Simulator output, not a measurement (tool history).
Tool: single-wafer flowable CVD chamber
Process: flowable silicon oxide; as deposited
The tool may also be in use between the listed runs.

run  hour  heater temperature setpoint (°C)  chamber pressure (Pa)  RF power (W)  deposition time (s)  mean film thickness on the monitor wafer (nm)
  1   0.0                                95                  132.4          2535                  464                                         475.51
  2   2.0                                95                  132.4          2365                  464                                         468.49
  3   8.8                                95                  121.1          2365                  464                                         432.73
  4  17.7                                96                  121.1          2365                  464                                         418.26
  5  22.1                                97                  121.1          2365                  464                                         405.72
  6  29.0                                97                  121.1          2115                  464                                         397.06

The next listed run, before its measurement:
  7  32.2                                98                  121.1          2115                  464                                              ?

mean film thickness on the monitor wafer (nm): 387.80
